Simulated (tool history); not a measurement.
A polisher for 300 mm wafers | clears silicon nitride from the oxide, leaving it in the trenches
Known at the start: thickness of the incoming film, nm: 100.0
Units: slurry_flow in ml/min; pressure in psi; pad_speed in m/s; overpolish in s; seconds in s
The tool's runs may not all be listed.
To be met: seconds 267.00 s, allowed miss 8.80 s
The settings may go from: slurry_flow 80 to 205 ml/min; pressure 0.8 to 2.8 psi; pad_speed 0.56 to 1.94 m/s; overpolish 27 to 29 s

run,hour,slurry_flow,pressure,pad_speed,overpolish,seconds
1,0.0,135,1.8,1.24,27,157.75
2,2.8,130,1.6,1.24,27,175.33
3,4.5,130,1.6,1.52,27,144.95
4,6.0,130,1.6,1.76,27,124.40
5,6.6,125,1.4,1.64,27,149.23
6,15.4,125,1.4,1.44,27,172.89
7,21.9,120,1.2,1.40,27,198.00
8,23.5,115,1.1,1.38,27,214.67
9,26.2,115,1.1,1.38,27,216.49
10,27.4,110,1.0,1.38,27,236.39
11,35.7,90,0.8,1.38,27,300.76
12,36.9,95,0.8,1.38,27,293.54
13,40.0,100,0.8,1.38,27,289.49
14,46.9,105,0.8,1.38,27,283.74
15,51.2,110,0.8,1.38,27,276.54

Which of these 5 next moves meets every target?
A,55.5,105,1.0,1.16,29,?
B,55.5,125,0.9,1.28,29,?
C,55.5,85,0.9,1.28,29,?
D,55.5,90,1.4,0.90,29,?
E,55.5,95,0.8,1.38,27,?

move,seconds
A,285.61
B,263.41
C,305.67
D,302.03
E,292.99
A: further off than the last run
B: meets every target
C: further off than the last run
D: further off than the last run
E: further off than the last run
The right move is B.

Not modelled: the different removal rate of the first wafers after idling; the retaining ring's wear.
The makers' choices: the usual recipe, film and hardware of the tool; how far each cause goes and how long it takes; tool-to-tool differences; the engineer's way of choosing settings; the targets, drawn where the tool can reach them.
